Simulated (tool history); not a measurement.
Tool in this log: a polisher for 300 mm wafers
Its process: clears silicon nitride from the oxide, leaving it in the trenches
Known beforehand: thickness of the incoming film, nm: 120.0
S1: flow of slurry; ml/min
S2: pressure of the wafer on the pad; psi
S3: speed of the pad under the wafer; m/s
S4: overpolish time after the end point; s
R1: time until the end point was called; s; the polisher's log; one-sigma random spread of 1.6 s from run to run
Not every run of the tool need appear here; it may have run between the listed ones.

run	hour	S1	S2	S3	S4	R1
1	0.0	295	3.3	1.12	3	105.660
2	1.5	295	3.3	1.12	3	104.640
3	5.0	255	3.3	1.12	3	105.040
4	6.9	255	3.7	1.12	3	97.994
5	15.3	255	3.7	0.96	3	112.190
6	18.9	255	4.5	0.96	3	98.053
7	26.7	255	4.1	0.94	3	108.620
8	33.6	255	4.1	0.94	3	107.520
9	34.8	255	3.7	0.94	3	115.660
10	43.1	255	3.4	0.94	3	122.750

Run 11 has not been measured yet. What should we expect?
11	51.7	255	2.4	0.92	3	?

R1: 156.280 s

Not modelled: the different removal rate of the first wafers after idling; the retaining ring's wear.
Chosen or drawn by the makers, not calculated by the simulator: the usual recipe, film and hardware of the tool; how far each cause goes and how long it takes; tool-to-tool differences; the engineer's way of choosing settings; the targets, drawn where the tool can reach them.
